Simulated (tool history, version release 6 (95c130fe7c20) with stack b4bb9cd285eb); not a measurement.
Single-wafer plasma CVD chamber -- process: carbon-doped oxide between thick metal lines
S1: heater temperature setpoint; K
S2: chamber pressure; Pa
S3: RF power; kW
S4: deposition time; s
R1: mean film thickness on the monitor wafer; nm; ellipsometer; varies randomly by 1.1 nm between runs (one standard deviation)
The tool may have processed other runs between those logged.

| run | hour | S1 | S2 | S3 | S4 | R1 |
|---|---|---|---|---|---|---|
| 1 | 0.0 | 628.15 | 607 | 0.500 | 119 | 545.08 |
| 2 | 6.7 | 628.15 | 607 | 0.560 | 119 | 581.20 |
| 3 | 10.4 | 623.15 | 607 | 0.560 | 119 | 593.99 |
| 4 | 15.8 | 623.15 | 607 | 0.525 | 119 | 569.58 |
| 5 | 16.6 | 625.15 | 576 | 0.485 | 118 | 531.00 |
| 6 | 21.7 | 617.15 | 576 | 0.485 | 118 | 543.97 |

Forecast run 7:
| 7 | 27.4 | 629.15 | 455 | 0.405 | 114 | ? |

Logged for run 7: R1 431.06 nm.
